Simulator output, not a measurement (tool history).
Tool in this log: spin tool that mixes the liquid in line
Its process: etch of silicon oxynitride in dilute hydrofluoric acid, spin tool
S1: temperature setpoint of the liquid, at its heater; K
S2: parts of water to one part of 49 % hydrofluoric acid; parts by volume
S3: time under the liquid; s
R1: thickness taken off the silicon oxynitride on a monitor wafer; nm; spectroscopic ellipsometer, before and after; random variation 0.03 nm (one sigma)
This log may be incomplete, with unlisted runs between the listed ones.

run 1 hour=0.0 | S1=294.15 S2=135 S3=280 | R1=2.4032
run 2 hour=2.8 | S1=296.15 S2=135 S3=280 | R1=2.6048
run 3 hour=11.2 | S1=294.15 S2=135 S3=280 | R1=2.3760
run 4 hour=18.3 | S1=293.65 S2=140 S3=280 | R1=2.2533
run 5 hour=26.7 | S1=293.15 S2=145 S3=280 | R1=2.0291
run 6 hour=35.6 | S1=292.65 S2=145 S3=280 | R1=2.0228

Run 7, settings as shown, results not yet in. Your forecast:
run 7 hour=36.7 | S1=292.15 S2=150 S3=280 | R1=?

{"run 7": {"R1": 1.9149}}
